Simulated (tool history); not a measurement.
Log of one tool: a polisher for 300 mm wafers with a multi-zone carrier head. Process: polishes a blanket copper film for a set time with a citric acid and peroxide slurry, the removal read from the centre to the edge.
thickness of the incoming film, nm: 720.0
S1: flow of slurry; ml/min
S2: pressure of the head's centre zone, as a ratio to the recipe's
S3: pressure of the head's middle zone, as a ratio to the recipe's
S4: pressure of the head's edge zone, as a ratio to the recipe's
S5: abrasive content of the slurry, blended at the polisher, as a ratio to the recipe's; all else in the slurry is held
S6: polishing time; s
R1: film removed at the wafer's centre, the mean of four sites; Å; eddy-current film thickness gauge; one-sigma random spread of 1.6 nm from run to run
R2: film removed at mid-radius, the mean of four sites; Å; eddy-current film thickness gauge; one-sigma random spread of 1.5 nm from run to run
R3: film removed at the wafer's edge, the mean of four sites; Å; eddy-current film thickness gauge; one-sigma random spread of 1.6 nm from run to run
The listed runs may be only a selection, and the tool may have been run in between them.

Run 1, hour 0: S1 135 ml/min, S2 1, S3 1, S4 1, S5 1, S6 69 s. Result: R1 1458.6 Å, R2 1521.6 Å, R3 1570 Å.
Run 2, hour 1.7: S1 130 ml/min, S2 1.03, S3 0.96, S4 0.98, S5 0.9, S6 68 s. Result: R1 1431 Å, R2 1422.8 Å, R3 1497.5 Å.
Run 3, hour 6.5: S1 105 ml/min, S2 1.03, S3 0.96, S4 0.98, S5 0.9, S6 68 s. Result: R1 1338 Å, R2 1312.4 Å, R3 1481 Å.
Run 4, hour 12.4: S1 105 ml/min, S2 1.03, S3 0.96, S4 0.98, S5 0.8, S6 68 s. Result: R1 1310.7 Å, R2 1273.7 Å, R3 1423.1 Å.
Run 5, hour 18.6: S1 105 ml/min, S2 1.09, S3 0.96, S4 0.98, S5 0.8, S6 68 s. Result: R1 1409.1 Å, R2 1303.6 Å, R3 1366 Å.
Run 6, hour 22.2: S1 100 ml/min, S2 1.11, S3 0.93, S4 0.98, S5 0.75, S6 68 s. Result: R1 1385.8 Å, R2 1240.1 Å, R3 1384 Å.
Run 7, hour 24.9: S1 100 ml/min, S2 1.13, S3 0.91, S4 0.96, S5 0.7, S6 68 s. Result: R1 1404.9 Å, R2 1160.9 Å, R3 1328.3 Å.

Expected results for the next run?
At hour 28.9: centre zone pressure recalibrated.
Run 8, hour 28.9: S1 100 ml/min, S2 1.13, S3 0.91, S4 0.94, S5 0.65, S6 68 s. Result: R1 ?, R2 ?, R3 ?.

{"run 8": {"R1": 1427.5, "R2": 1186.5, "R3": 1336.5}}
